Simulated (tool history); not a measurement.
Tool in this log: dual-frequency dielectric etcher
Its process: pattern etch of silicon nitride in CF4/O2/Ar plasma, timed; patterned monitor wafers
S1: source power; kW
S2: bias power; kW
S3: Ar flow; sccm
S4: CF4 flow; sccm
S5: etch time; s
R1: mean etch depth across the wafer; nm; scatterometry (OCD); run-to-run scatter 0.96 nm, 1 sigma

run	hour	S1	S2	S3	S4	S5	R1
1	0.0	0.390	0.053	136	98	238.5	367.04
2	1.7	0.380	0.053	136	98	238.5	362.00
3	2.8	0.350	0.053	136	98	238.5	341.18
4	11.1	0.350	0.053	136	98	238.5	340.05
5	16.9	0.350	0.049	136	98	238.5	336.04
6	24.9	0.350	0.049	136	98	238.5	334.52

Forecast run 7:
7	30.2	0.340	0.049	136	98	238.5	?

Run 7 produced R1 329.16 nm.
